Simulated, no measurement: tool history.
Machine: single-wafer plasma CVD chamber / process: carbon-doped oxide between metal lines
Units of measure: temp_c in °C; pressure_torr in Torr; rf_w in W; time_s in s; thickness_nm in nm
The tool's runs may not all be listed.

run 1 hour=0 | temp_c=370 pressure_torr=6.41 rf_w=640 time_s=20.6 | thickness_nm=118.07
run 2 hour=0.9 | temp_c=370 pressure_torr=6.41 rf_w=580 time_s=20.6 | thickness_nm=110.35
run 3 hour=2.6 | temp_c=370 pressure_torr=7 rf_w=580 time_s=20.6 | thickness_nm=111.18
run 4 hour=8.4 | temp_c=360 pressure_torr=7 rf_w=580 time_s=20.6 | thickness_nm=113.87
run 5 hour=14.4 | temp_c=363 pressure_torr=6.87 rf_w=580 time_s=20.6 | thickness_nm=112.48
run 6 hour=19.9 | temp_c=365 pressure_torr=6.75 rf_w=580 time_s=20.6 | thickness_nm=112.09
run 7 hour=28.5 | temp_c=367 pressure_torr=6.66 rf_w=580 time_s=20.6 | thickness_nm=111.71
run 8 hour=31.7 | temp_c=376 pressure_torr=6.13 rf_w=575 time_s=20.6 | thickness_nm=107.68
run 9 hour=33.4 | temp_c=375 pressure_torr=6.16 rf_w=575 time_s=20.6 | thickness_nm=107.79

The next listed run, before its measurement:
run 10 hour=34.1 | temp_c=375 pressure_torr=6.16 rf_w=575 time_s=20.6 | thickness_nm=?

thickness_nm: 107.8 nm
